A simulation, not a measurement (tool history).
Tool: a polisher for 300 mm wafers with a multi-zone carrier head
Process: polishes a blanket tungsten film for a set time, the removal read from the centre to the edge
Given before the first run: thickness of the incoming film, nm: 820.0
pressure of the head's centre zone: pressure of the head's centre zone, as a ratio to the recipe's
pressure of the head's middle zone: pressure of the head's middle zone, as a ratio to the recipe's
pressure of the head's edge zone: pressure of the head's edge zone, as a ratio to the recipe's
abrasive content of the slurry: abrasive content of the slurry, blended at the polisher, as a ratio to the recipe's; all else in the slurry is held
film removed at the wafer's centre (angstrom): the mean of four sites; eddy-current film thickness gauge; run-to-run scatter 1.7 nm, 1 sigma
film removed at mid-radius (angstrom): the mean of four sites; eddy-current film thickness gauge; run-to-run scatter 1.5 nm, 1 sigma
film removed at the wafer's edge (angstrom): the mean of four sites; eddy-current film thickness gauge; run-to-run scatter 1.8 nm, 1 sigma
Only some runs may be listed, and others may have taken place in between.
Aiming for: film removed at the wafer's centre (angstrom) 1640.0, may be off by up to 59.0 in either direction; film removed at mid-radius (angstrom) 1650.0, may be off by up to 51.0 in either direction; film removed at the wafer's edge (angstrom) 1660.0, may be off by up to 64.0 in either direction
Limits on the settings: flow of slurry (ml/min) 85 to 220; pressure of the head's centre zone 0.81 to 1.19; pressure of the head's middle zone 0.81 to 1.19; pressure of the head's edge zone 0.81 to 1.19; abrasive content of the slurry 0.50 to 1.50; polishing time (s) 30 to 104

| run | hour | flow of slurry (ml/min) | pressure of the head's centre zone | pressure of the head's middle zone | pressure of the head's edge zone | abrasive content of the slurry | polishing time (s) | film removed at the wafer's centre (angstrom) | film removed at mid-radius (angstrom) | film removed at the wafer's edge (angstrom) |
|---|---|---|---|---|---|---|---|---|---|---|
| 1 | 0.0 | 140 | 1.00 | 1.00 | 1.00 | 1.00 | 67 | 3210.8 | 3302.1 | 3128.0 |
| 2 | 2.8 | 140 | 1.00 | 1.00 | 0.94 | 1.00 | 67 | 3221.6 | 3283.2 | 3097.2 |
| 3 | 11.6 | 135 | 0.99 | 0.99 | 0.94 | 0.90 | 62 | 2831.6 | 2971.1 | 2761.3 |
| 4 | 12.7 | 135 | 0.95 | 0.99 | 0.94 | 0.90 | 62 | 2706.0 | 3005.5 | 2741.0 |
| 5 | 14.2 | 135 | 0.95 | 0.99 | 0.94 | 0.90 | 46 | 2013.4 | 2174.0 | 2070.0 |
| 6 | 22.6 | 130 | 0.95 | 0.97 | 0.93 | 0.85 | 45 | 1913.4 | 2034.5 | 1963.4 |
| 7 | 28.7 | 125 | 0.95 | 0.96 | 0.92 | 0.80 | 45 | 1864.7 | 1980.7 | 1891.6 |
| 8 | 37.5 | 120 | 0.95 | 0.94 | 0.91 | 0.80 | 45 | 1848.1 | 1905.4 | 1838.2 |
| 9 | 44.0 | 115 | 0.94 | 0.93 | 0.91 | 0.80 | 45 | 1808.5 | 1895.1 | 1864.1 |
| 10 | 48.5 | 110 | 0.94 | 0.92 | 0.90 | 0.80 | 45 | 1815.2 | 1842.1 | 1852.4 |
| 11 | 55.6 | 100 | 0.91 | 0.90 | 0.83 | 0.55 | 44 | 1483.6 | 1571.2 | 1568.8 |

Exactly one of the 4 candidate moves below puts every result within its allowed miss. Which one?
| A | 62.7 | 105 | 0.81 | 0.95 | 0.96 | 0.50 | 41 | ? | ? | ? |
| B | 62.7 | 120 | 0.97 | 0.93 | 0.96 | 0.65 | 41 | ? | ? | ? |
| C | 62.7 | 95 | 0.98 | 0.81 | 0.84 | 0.85 | 43 | ? | ? | ? |
| D | 62.7 | 100 | 1.03 | 0.81 | 0.88 | 0.60 | 45 | ? | ? | ? |

| move | film removed at the wafer's centre (angstrom) | film removed at mid-radius (angstrom) | film removed at the wafer's edge (angstrom) |
|---|---|---|---|
| A | 1221.7 | 1539.5 | 1525.2 |
| B | 1628.5 | 1669.9 | 1665.7 |
| C | 1692.3 | 1551.2 | 1671.5 |
| D | 1749.2 | 1520.1 | 1663.4 |
A: moves away from the targets compared with the last run
B: every result within its allowed miss
C: the furthest-off result lands on target, but another misses its tolerance
D: carries the result that was furthest off beyond its target, to the other side
The right move is B.

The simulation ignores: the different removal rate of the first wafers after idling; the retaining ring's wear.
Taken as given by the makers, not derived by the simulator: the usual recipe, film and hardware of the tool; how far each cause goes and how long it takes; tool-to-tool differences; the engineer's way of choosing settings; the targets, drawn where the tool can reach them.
